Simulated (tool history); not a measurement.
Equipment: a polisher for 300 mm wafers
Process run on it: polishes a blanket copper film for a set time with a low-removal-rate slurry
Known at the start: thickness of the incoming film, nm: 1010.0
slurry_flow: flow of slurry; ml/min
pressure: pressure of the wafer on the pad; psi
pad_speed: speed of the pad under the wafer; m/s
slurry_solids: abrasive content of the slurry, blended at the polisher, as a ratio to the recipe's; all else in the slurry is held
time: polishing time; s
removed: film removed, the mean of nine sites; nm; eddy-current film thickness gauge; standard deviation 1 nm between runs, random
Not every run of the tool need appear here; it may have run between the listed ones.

| run | hour | slurry_flow | pressure | pad_speed | slurry_solids | time | removed |
|---|---|---|---|---|---|---|---|
| 1 | 0.0 | 150 | 3.4 | 0.94 | 1.0 | 24 | 66.814 |
| 2 | 4.5 | 150 | 2.9 | 0.94 | 1.0 | 24 | 58.235 |
| 3 | 6.5 | 150 | 3.1 | 0.94 | 1.0 | 24 | 61.647 |
| 4 | 7.7 | 150 | 3.2 | 0.94 | 1.0 | 24 | 64.564 |
| 5 | 13.8 | 180 | 3.2 | 0.94 | 1.0 | 24 | 65.279 |
| 6 | 17.2 | 180 | 3.2 | 1.02 | 1.0 | 24 | 71.168 |
| 7 | 26.2 | 180 | 3.3 | 1.02 | 1.0 | 24 | 72.128 |

Run 8 comes next. What will it give?
| 8 | 30.0 | 180 | 3.4 | 1.02 | 1.0 | 24 | ? |

Run 8 measured removed 76.654 nm.
